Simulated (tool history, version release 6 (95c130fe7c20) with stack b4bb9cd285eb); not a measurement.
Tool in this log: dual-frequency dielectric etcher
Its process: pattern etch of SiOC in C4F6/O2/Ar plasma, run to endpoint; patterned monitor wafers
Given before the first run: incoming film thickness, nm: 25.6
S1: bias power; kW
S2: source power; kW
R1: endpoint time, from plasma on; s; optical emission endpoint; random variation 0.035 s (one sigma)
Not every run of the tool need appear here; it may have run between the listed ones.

Run 1, hour 0: S1 0.598 kW, S2 0.26 kW. Result: R1 10.077 s.
Run 2, hour 8.5: S1 0.689 kW, S2 0.26 kW. Result: R1 9.3101 s.
Run 3, hour 15.3: S1 0.65 kW, S2 0.26 kW. Result: R1 9.5719 s.
Run 4, hour 18: S1 0.549 kW, S2 0.26 kW. Result: R1 10.495 s.
Run 5, hour 25.2: S1 0.611 kW, S2 0.27 kW. Result: R1 9.8063 s.
Run 6, hour 28.6: S1 0.575 kW, S2 0.27 kW. Result: R1 10.121 s.

What does the tool deliver on the next run?
Run 7, hour 30.6: S1 0.625 kW, S2 0.28 kW. Result: R1 ?.

{"run 7": {"R1": 9.5745}}
